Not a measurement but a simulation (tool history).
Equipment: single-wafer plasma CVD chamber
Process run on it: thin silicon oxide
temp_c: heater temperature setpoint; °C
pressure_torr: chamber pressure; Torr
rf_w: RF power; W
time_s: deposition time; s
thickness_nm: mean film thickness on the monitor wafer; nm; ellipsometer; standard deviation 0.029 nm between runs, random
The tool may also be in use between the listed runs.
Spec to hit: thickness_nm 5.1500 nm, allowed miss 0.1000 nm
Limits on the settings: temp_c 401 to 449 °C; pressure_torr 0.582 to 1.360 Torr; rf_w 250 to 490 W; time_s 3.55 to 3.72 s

run,day,temp_c,pressure_torr,rf_w,time_s,thickness_nm
1,0.000,425,0.971,370,3.72,8.3283
2,0.288,430,0.858,335,3.67,6.9396
3,0.650,431,0.778,330,3.67,6.1760
4,0.683,424,0.778,330,3.67,6.2265
5,0.875,424,0.731,330,3.67,5.7079
6,1.117,423,0.711,330,3.67,5.4924
7,1.175,420,0.703,330,3.67,5.4804
8,1.371,419,0.691,330,3.67,5.3885

Exactly one of the 5 candidate moves below puts every result within its allowed miss. Which one?
A,1.567,420,0.734,315,3.61,?
B,1.567,423,0.705,355,3.63,?
C,1.567,422,0.672,360,3.62,?
D,1.567,421,0.723,365,3.62,?
E,1.567,417,0.712,360,3.68,?

move,thickness_nm
A,5.6016
B,5.5542
C,5.2107
D,5.7960
E,5.7601
A: moves away from the targets compared with the last run
B: moves away from the targets compared with the last run
C: each result inside its tolerance
D: moves away from the targets compared with the last run
E: moves away from the targets compared with the last run
The right move is C.
